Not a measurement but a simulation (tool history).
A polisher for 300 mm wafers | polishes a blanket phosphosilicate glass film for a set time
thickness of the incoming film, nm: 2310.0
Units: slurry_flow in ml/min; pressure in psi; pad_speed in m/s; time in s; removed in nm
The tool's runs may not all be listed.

run	hour	slurry_flow	pressure	pad_speed	slurry_solids	time	removed
1	0	300	4	0.76	1	103	960.5
2	6.9	300	3.8	0.76	1	103	917.86
3	15.7	300	3.4	0.76	1	103	835.95
4	22.8	300	3.4	0.92	1	103	956.71
5	28.5	300	3.4	0.92	0.9	103	897.84
6	36.2	300	3.4	0.92	0.9	109	913.25
7	36.8	300	3.3	0.92	0.9	109	897.95
8	42.9	300	3.2	0.92	0.9	109	896.7

The next listed run, before its measurement:
9	45.4	300	3.1	0.92	0.9	109	?

removed: 835.5 nm
